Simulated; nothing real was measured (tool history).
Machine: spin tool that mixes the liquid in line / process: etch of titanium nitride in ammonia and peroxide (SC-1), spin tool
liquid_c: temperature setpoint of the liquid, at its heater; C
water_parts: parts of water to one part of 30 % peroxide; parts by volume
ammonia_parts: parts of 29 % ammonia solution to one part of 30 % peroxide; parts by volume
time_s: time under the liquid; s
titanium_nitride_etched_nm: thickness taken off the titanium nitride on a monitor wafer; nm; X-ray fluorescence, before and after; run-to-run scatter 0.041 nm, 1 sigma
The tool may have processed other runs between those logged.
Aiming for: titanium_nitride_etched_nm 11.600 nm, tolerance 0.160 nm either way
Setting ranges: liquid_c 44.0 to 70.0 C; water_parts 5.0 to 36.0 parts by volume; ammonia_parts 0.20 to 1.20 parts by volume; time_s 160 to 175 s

run,hour,liquid_c,water_parts,ammonia_parts,time_s,titanium_nitride_etched_nm
1,0.0,60.0,20.0,0.75,160,20.156
2,4.4,60.0,20.0,0.75,175,22.124
3,9.5,60.0,23.0,0.75,175,20.354
4,17.2,54.0,23.0,0.75,175,13.602
5,22.7,54.0,23.0,0.75,160,12.479
6,23.3,54.0,23.0,0.90,160,12.936
7,24.8,53.5,23.0,0.90,160,12.484
8,25.5,53.0,23.0,0.90,160,12.133
9,32.5,52.0,23.0,0.90,160,11.327

Exactly one of the 4 candidate moves below puts every result within its allowed miss. Which one?
A,39.5,48.0,16.5,1.00,170,?
B,39.5,52.5,27.5,1.00,165,?
C,39.5,52.0,23.0,0.75,165,?
D,39.5,52.5,24.5,0.75,170,?

move,titanium_nitride_etched_nm
A,11.090
B,11.126
C,11.277
D,11.607
A: its largest miss is bigger than the last run's
B: its largest miss is bigger than the last run's
C: its largest miss is bigger than the last run's
D: all results land within tolerance of their targets
So the answer is move D, the one that meets all the targets.
